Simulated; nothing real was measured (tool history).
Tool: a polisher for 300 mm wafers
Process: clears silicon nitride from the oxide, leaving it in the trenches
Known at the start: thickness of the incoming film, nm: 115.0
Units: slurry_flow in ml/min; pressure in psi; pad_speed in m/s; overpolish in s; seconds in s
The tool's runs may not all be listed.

| run | hour | slurry_flow | pressure | pad_speed | overpolish | seconds |
|---|---|---|---|---|---|---|
| 1 | 0.0 | 210 | 3.5 | 1.30 | 20 | 97.185 |
| 2 | 8.6 | 210 | 3.0 | 1.30 | 20 | 109.720 |
| 3 | 15.3 | 210 | 2.8 | 1.30 | 20 | 118.970 |
| 4 | 19.0 | 210 | 2.8 | 1.50 | 20 | 104.200 |
| 5 | 25.0 | 160 | 2.8 | 1.50 | 20 | 105.300 |
| 6 | 30.3 | 195 | 2.8 | 1.50 | 20 | 106.360 |
| 7 | 30.8 | 195 | 2.6 | 1.50 | 20 | 112.810 |
| 8 | 33.2 | 195 | 2.4 | 1.50 | 20 | 118.650 |
| 9 | 36.9 | 195 | 2.3 | 1.50 | 20 | 123.650 |

The next listed run, before its measurement:
| 10 | 39.5 | 195 | 2.2 | 1.50 | 20 | ? |

Run 10 gave seconds 127.310 s.
